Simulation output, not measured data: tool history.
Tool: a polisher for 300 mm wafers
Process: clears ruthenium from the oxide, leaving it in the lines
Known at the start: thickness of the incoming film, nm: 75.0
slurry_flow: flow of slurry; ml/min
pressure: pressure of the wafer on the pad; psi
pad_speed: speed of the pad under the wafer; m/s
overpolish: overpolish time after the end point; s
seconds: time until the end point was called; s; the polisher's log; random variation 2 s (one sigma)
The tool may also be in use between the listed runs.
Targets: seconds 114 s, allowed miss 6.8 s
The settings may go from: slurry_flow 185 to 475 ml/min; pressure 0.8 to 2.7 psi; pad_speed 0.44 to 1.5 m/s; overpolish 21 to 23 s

run    day  slurry_flow  pressure  pad_speed  overpolish  seconds
  1      0          305       1.7       0.96          21   80.726
  2  0.058          305       1.7       0.96          21   79.632
  3  0.417          305       1.6       0.96          21   85.934
  4   0.55          305       1.5       0.96          21   88.597
  5  0.683          305       1.5       0.96          23    89.89
  6  0.871          305       1.3       0.96          23   95.683
  7  0.983          305       1.2       0.96          23   98.492
  8  1.208          305       1.1       0.96          23   105.44

Which of these 4 next moves meets every target?
  A  1.433          310         1       0.94          23        ?
  B  1.433          310       1.3        0.9          22        ?
  C  1.433          320         1       1.18          23        ?
  D  1.433          185       1.1        1.1          23        ?

move  seconds
   A   112.37
   B   101.04
   C   89.826
   D   97.247
A: meets every target
B: further off than the last run
C: further off than the last run
D: further off than the last run
Move A is the one to make.

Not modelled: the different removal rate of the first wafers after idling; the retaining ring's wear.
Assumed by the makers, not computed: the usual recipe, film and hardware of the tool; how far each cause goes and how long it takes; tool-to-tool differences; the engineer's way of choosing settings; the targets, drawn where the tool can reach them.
